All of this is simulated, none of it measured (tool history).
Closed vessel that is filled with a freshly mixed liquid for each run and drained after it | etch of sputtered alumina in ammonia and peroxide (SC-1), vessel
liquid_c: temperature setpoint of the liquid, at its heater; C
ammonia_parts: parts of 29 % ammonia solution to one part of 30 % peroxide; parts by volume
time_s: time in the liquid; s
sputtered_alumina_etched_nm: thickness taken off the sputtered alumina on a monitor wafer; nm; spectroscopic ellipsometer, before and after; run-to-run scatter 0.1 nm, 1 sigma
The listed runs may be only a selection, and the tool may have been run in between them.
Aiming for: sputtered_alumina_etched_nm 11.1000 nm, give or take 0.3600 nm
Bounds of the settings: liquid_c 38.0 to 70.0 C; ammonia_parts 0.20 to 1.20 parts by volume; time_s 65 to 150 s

run,day,liquid_c,ammonia_parts,time_s,sputtered_alumina_etched_nm
1,0.000,54.0,0.85,150,6.9397
2,0.054,54.0,0.60,150,6.6466
3,0.179,54.0,0.40,150,6.5091
4,0.496,47.5,0.40,150,4.5158
5,0.658,50.5,0.40,150,5.3977
6,0.979,53.0,0.40,150,6.0309
7,1.225,55.0,0.40,150,6.8320
8,1.454,55.0,0.40,150,6.9435
9,1.808,56.5,0.40,150,7.3980
10,1.933,58.0,0.40,150,8.0821
11,2.208,59.0,0.40,150,8.4301
12,2.471,60.0,0.40,150,8.6815
13,2.579,61.0,0.40,150,9.4999
14,2.829,61.5,0.40,150,9.4701

Below are 5 possible settings for the next run. Only one of them brings all results inside the allowed miss of their targets. Which is it?
A,3.079,60.5,0.25,150,?
B,3.079,56.5,0.60,150,?
C,3.079,61.0,0.70,150,?
D,3.079,64.5,0.35,150,?
E,3.079,66.0,0.40,150,?

move,sputtered_alumina_etched_nm
A,8.7933
B,7.7627
C,9.9423
D,11.1090
E,12.1180
A: lands further from the targets than the last run did
B: lands further from the targets than the last run did
C: nearer than the last run, and not there yet
D: all results land within tolerance of their targets
E: moves the result that the last run missed by most past its target, out the other side
Correct choice: D, which meets every target
